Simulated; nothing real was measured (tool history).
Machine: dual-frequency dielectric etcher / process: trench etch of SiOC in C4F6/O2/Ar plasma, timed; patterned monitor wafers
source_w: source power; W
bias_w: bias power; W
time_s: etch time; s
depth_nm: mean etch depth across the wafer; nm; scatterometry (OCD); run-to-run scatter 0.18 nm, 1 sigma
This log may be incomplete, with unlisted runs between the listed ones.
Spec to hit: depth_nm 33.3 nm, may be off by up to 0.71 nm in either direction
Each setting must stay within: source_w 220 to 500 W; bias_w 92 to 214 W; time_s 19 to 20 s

Run 1, hour 0: source_w 360 W, bias_w 153 W, time_s 19 s. Result: depth_nm 39.146 nm.
Run 2, hour 6.8: source_w 330 W, bias_w 150 W, time_s 19 s. Result: depth_nm 37.759 nm.
Run 3, hour 10.6: source_w 310 W, bias_w 147 W, time_s 19 s. Result: depth_nm 36.252 nm.
Run 4, hour 15.1: source_w 300 W, bias_w 146 W, time_s 19 s. Result: depth_nm 35.744 nm.
Run 5, hour 15.9: source_w 290 W, bias_w 145 W, time_s 19 s. Result: depth_nm 35.49 nm.
Run 6, hour 20.9: source_w 350 W, bias_w 145 W, time_s 19 s. Result: depth_nm 38.182 nm.
Run 7, hour 24.7: source_w 330 W, bias_w 143 W, time_s 19 s. Result: depth_nm 36.695 nm.
Run 8, hour 31.5: source_w 310 W, bias_w 142 W, time_s 19 s. Result: depth_nm 36.113 nm.
Run 9, hour 39.7: source_w 300 W, bias_w 141 W, time_s 19 s. Result: depth_nm 35.652 nm.
At hour 46.3: source power generator calibrated.
Run 10, hour 46.3: source_w 290 W, bias_w 140 W, time_s 19 s. Result: depth_nm 34.985 nm.

Below are 4 possible settings for the next run. Only one of them brings all results inside the allowed miss of their targets. Which is it?
Run A, hour 52.9: source_w 290 W, bias_w 145 W, time_s 20 s. Result: depth_nm ?.
Run B, hour 52.9: source_w 230 W, bias_w 171 W, time_s 19 s. Result: depth_nm ?.
Run C, hour 52.9: source_w 310 W, bias_w 148 W, time_s 19.5 s. Result: depth_nm ?.
Run D, hour 52.9: source_w 260 W, bias_w 126 W, time_s 20 s. Result: depth_nm ?.

move  depth_nm
   A     37.19
   B    33.382
   C    37.396
   D    34.616
A: moves away from the targets compared with the last run
B: every result within its allowed miss
C: moves away from the targets compared with the last run
D: better than the last run, though not everything is in spec
B meets every target.

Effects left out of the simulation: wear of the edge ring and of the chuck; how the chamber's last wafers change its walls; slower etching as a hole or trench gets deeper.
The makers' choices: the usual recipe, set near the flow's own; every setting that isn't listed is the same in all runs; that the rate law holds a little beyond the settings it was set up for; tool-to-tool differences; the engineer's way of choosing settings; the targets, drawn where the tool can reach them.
